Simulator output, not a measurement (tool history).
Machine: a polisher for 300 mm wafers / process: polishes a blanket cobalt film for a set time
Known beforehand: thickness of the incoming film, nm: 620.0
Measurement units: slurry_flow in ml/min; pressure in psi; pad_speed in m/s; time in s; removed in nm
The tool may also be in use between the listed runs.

Run 1, hour 0: slurry_flow 150 ml/min, pressure 1.7 psi, pad_speed 1.2 m/s, time 25 s. Result: removed 117.91 nm.
Run 2, hour 3.2: slurry_flow 130 ml/min, pressure 1.7 psi, pad_speed 1.2 m/s, time 25 s. Result: removed 113.35 nm.
Run 3, hour 10: slurry_flow 130 ml/min, pressure 1.7 psi, pad_speed 1.34 m/s, time 25 s. Result: removed 128.09 nm.
Run 4, hour 15.4: slurry_flow 160 ml/min, pressure 1.7 psi, pad_speed 1.34 m/s, time 25 s. Result: removed 130.52 nm.
Run 5, hour 18: slurry_flow 160 ml/min, pressure 1.7 psi, pad_speed 1.34 m/s, time 25 s. Result: removed 129.98 nm.
Run 6, hour 24.1: slurry_flow 160 ml/min, pressure 1.5 psi, pad_speed 1.34 m/s, time 25 s. Result: removed 117.77 nm.
Run 7, hour 25.4: slurry_flow 160 ml/min, pressure 1.4 psi, pad_speed 1.34 m/s, time 25 s. Result: removed 110.21 nm.

Run 8, settings as shown, results not yet in. Your forecast:
Run 8, hour 31.8: slurry_flow 160 ml/min, pressure 1.3 psi, pad_speed 1.34 m/s, time 25 s. Result: removed ?.

Run 8 produced removed 103.52 nm.

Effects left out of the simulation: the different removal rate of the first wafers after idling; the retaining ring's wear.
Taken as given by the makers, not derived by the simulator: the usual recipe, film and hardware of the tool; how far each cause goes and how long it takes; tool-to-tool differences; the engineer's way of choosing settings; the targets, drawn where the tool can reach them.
